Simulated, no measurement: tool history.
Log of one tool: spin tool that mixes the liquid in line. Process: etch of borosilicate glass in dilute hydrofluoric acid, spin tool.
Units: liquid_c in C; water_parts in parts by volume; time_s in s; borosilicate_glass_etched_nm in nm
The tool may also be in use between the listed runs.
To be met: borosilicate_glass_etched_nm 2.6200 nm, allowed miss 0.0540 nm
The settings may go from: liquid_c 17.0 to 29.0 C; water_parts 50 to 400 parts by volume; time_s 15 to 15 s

{"run": 1, "hour": 0.0, "liquid_c": 21.0, "water_parts": 225, "time_s": 15, "borosilicate_glass_etched_nm": 1.8066}
{"run": 2, "hour": 0.5, "liquid_c": 22.0, "water_parts": 225, "time_s": 15, "borosilicate_glass_etched_nm": 1.853}
{"run": 3, "hour": 6.3, "liquid_c": 23.0, "water_parts": 220, "time_s": 15, "borosilicate_glass_etched_nm": 2.0007}
{"run": 4, "hour": 7.7, "liquid_c": 23.0, "water_parts": 220, "time_s": 15, "borosilicate_glass_etched_nm": 1.9813}
{"run": 5, "hour": 9.8, "liquid_c": 24.0, "water_parts": 215, "time_s": 15, "borosilicate_glass_etched_nm": 2.1134}
{"run": 6, "hour": 10.8, "liquid_c": 24.0, "water_parts": 270, "time_s": 15, "borosilicate_glass_etched_nm": 1.5811}
{"run": 7, "hour": 11.8, "liquid_c": 25.0, "water_parts": 260, "time_s": 15, "borosilicate_glass_etched_nm": 1.722}
{"run": 8, "hour": 17.6, "liquid_c": 25.5, "water_parts": 250, "time_s": 15, "borosilicate_glass_etched_nm": 1.8541}
{"run": 9, "hour": 19.3, "liquid_c": 26.0, "water_parts": 240, "time_s": 15, "borosilicate_glass_etched_nm": 1.9896}
{"run": 10, "hour": 28.2, "liquid_c": 26.0, "water_parts": 240, "time_s": 15, "borosilicate_glass_etched_nm": 1.9977}

Which of these 4 next moves meets every target?
{"run": "A", "hour": 37.1, "liquid_c": 29.0, "water_parts": 235, "time_s": 15, "borosilicate_glass_etched_nm": "?"}
{"run": "B", "hour": 37.1, "liquid_c": 26.5, "water_parts": 195, "time_s": 15, "borosilicate_glass_etched_nm": "?"}
{"run": "C", "hour": 37.1, "liquid_c": 24.5, "water_parts": 200, "time_s": 15, "borosilicate_glass_etched_nm": "?"}
{"run": "D", "hour": 37.1, "liquid_c": 27.0, "water_parts": 205, "time_s": 15, "borosilicate_glass_etched_nm": "?"}

move=A borosilicate_glass_etched_nm=2.2868
move=B borosilicate_glass_etched_nm=2.6433
move=C borosilicate_glass_etched_nm=2.3828
move=D borosilicate_glass_etched_nm=2.5307
A: nearer than the last run, and not there yet
B: meets every target
C: nearer than the last run, and not there yet
D: nearer than the last run, and not there yet
The right move is B.

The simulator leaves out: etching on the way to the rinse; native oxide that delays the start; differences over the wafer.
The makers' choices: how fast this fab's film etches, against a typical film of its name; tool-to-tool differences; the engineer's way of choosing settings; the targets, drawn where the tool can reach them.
